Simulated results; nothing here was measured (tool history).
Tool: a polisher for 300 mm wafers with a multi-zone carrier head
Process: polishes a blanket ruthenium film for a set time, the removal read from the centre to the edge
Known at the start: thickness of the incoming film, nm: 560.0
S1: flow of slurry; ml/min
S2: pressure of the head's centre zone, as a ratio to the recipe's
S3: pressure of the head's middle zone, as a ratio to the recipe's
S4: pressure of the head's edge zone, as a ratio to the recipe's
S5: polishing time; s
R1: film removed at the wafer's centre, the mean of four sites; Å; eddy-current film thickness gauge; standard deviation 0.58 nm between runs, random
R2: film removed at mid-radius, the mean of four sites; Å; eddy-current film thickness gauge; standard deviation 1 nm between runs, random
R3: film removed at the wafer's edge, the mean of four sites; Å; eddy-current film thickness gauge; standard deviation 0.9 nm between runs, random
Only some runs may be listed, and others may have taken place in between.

run 1 day=0 | S1=205 S2=1 S3=1 S4=1 S5=46 | R1=571.67 R2=583.08 R3=583.97
run 2 day=0.308 | S1=220 S2=0.99 S3=1.06 S4=1.02 S5=48 | R1=609.46 R2=649.19 R3=625.38
run 3 day=0.512 | S1=190 S2=0.99 S3=1.06 S4=1.02 S5=48 | R1=580.17 R2=636.47 R3=612.91
run 4 day=0.783 | S1=190 S2=0.94 S3=1.06 S4=1.02 S5=48 | R1=562.74 R2=643.59 R3=622.48
run 5 day=0.983 | S1=215 S2=0.94 S3=1.06 S4=1.02 S5=48 | R1=567.88 R2=639.81 R3=615.54
run 6 day=1.279 | S1=210 S2=0.94 S3=1.1 S4=1.02 S5=50 | R1=598.46 R2=693.42 R3=645.78

Run 7 has not been measured yet. What should we expect?
run 7 day=1.621 | S1=215 S2=0.93 S3=1.13 S4=1.02 S5=51 | R1=? R2=? R3=?

{"run 7": {"R1": 594.19, "R2": 713.68, "R3": 659.3}}
